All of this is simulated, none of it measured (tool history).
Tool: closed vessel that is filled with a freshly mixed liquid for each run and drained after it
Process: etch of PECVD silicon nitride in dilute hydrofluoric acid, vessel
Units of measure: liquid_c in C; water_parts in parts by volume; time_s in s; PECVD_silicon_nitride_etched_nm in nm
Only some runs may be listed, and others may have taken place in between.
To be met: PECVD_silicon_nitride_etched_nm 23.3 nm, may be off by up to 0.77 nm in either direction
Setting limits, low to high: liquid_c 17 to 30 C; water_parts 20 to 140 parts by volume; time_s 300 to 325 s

| run | hour | liquid_c | water_parts | time_s | PECVD_silicon_nitride_etched_nm |
|---|---|---|---|---|---|
| 1 | 0 | 22 | 75 | 300 | 6.7695 |
| 2 | 5.3 | 22 | 85 | 300 | 5.8664 |
| 3 | 6.4 | 23 | 75 | 300 | 7.1355 |
| 4 | 7.7 | 24 | 70 | 300 | 8.0973 |
| 5 | 11.4 | 25.5 | 70 | 300 | 8.9705 |
| 6 | 16.6 | 27.5 | 70 | 300 | 10.448 |
| 7 | 25.3 | 28 | 65 | 300 | 11.31 |
| 8 | 26.8 | 28.5 | 60 | 300 | 12.883 |
| 9 | 34.9 | 28.5 | 55 | 300 | 13.894 |
| 10 | 38.4 | 28.5 | 50 | 300 | 15.291 |

Consider the 5 candidate settings below. Which is the only one whose results all fall within their allowed miss of target?
| A | 41.9 | 27 | 35 | 325 | ? |
| B | 41.9 | 29 | 40 | 325 | ? |
| C | 41.9 | 28.5 | 35 | 325 | ? |
| D | 41.9 | 30 | 40 | 310 | ? |
| E | 41.9 | 28 | 35 | 300 | ? |

| move | PECVD_silicon_nitride_etched_nm |
|---|---|
| A | 21.044 |
| B | 21.07 |
| C | 23.239 |
| D | 21.45 |
| E | 20.756 |
A: an improvement on the last run, though not all results are within tolerance
B: an improvement on the last run, though not all results are within tolerance
C: in spec on every target
D: an improvement on the last run, though not all results are within tolerance
E: an improvement on the last run, though not all results are within tolerance
Correct choice: C, which meets every target

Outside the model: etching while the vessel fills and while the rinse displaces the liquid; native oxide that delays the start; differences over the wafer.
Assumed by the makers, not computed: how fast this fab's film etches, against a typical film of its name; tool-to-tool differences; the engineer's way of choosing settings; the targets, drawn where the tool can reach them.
